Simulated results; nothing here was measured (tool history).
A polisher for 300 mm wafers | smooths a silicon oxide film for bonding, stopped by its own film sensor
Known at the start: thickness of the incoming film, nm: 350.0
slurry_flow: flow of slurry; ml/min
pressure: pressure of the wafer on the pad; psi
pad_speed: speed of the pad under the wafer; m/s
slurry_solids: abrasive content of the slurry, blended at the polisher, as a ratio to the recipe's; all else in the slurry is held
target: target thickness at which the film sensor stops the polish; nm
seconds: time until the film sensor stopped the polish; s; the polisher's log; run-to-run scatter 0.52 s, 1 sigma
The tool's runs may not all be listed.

run  hour  slurry_flow  pressure  pad_speed  slurry_solids  target  seconds
  1   0.0          160       2.2       1.14            1.0     294   63.099
  2   3.7          160       2.2       1.14            1.0     294   62.618
  3   6.7          160       2.2       1.32            1.0     294   55.984
  4  12.4          160       2.3       1.32            1.0     294   53.060
  5  13.8          160       1.7       1.32            1.0     294   71.171
  6  21.4          160       1.7       1.32            1.2     294   65.777
  7  26.2          160       1.9       1.32            1.2     294   59.024

What will run 8 give?
  8  28.2          160       2.0       1.32            1.2     294        ?

Run 8 came out at seconds 55.717 s.
